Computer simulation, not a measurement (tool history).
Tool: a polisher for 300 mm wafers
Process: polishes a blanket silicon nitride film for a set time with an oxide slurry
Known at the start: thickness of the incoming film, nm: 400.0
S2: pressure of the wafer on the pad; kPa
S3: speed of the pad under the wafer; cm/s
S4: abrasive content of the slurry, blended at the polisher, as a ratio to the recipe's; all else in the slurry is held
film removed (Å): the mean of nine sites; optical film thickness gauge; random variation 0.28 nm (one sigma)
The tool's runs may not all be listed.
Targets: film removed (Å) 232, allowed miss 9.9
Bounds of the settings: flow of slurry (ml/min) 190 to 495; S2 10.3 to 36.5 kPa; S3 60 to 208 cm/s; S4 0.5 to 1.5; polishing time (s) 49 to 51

run 1 hour=0 | flow_of_slurry_(ml/min)=320 S2=23.4 S3=134 S4=1 polishing_time_(s)=49 | film_removed_(Å)=375.55
run 2 hour=6.4 | flow_of_slurry_(ml/min)=320 S2=23.4 S3=160 S4=1 polishing_time_(s)=49 | film_removed_(Å)=429.99
run 3 hour=10.1 | flow_of_slurry_(ml/min)=320 S2=21.4 S3=160 S4=1 polishing_time_(s)=49 | film_removed_(Å)=407.86
run 4 hour=16.1 | flow_of_slurry_(ml/min)=320 S2=21.4 S3=160 S4=1 polishing_time_(s)=49 | film_removed_(Å)=405.66
run 5 hour=17.4 | flow_of_slurry_(ml/min)=320 S2=19.3 S3=154 S4=1 polishing_time_(s)=49 | film_removed_(Å)=355.59
run 6 hour=26.4 | flow_of_slurry_(ml/min)=320 S2=17.9 S3=152 S4=1 polishing_time_(s)=49 | film_removed_(Å)=335.79
run 7 hour=33.9 | flow_of_slurry_(ml/min)=320 S2=11 S3=136 S4=1 polishing_time_(s)=49 | film_removed_(Å)=212.18
run 8 hour=41.1 | flow_of_slurry_(ml/min)=320 S2=11.7 S3=136 S4=1 polishing_time_(s)=49 | film_removed_(Å)=218.42

5 next moves are on the table. One of them brings every result within its allowed miss. Which?
run A hour=48.3 | flow_of_slurry_(ml/min)=380 S2=15.2 S3=122 S4=1.15 polishing_time_(s)=49 | film_removed_(Å)=?
run B hour=48.3 | flow_of_slurry_(ml/min)=235 S2=13.8 S3=152 S4=0.9 polishing_time_(s)=51 | film_removed_(Å)=?
run C hour=48.3 | flow_of_slurry_(ml/min)=345 S2=13.1 S3=148 S4=0.95 polishing_time_(s)=51 | film_removed_(Å)=?
run D hour=48.3 | flow_of_slurry_(ml/min)=305 S2=11.7 S3=152 S4=1.05 polishing_time_(s)=51 | film_removed_(Å)=?
run E hour=48.3 | flow_of_slurry_(ml/min)=350 S2=15.9 S3=132 S4=0.75 polishing_time_(s)=51 | film_removed_(Å)=?

move=A film_removed_(Å)=263.17
move=B film_removed_(Å)=256.54
move=C film_removed_(Å)=254.91
move=D film_removed_(Å)=252.57
move=E film_removed_(Å)=228.62
A: takes the result that was furthest off past its target
B: takes the result that was furthest off past its target
C: takes the result that was furthest off past its target
D: takes the result that was furthest off past its target
E: meets every target
Move E is the one to make.

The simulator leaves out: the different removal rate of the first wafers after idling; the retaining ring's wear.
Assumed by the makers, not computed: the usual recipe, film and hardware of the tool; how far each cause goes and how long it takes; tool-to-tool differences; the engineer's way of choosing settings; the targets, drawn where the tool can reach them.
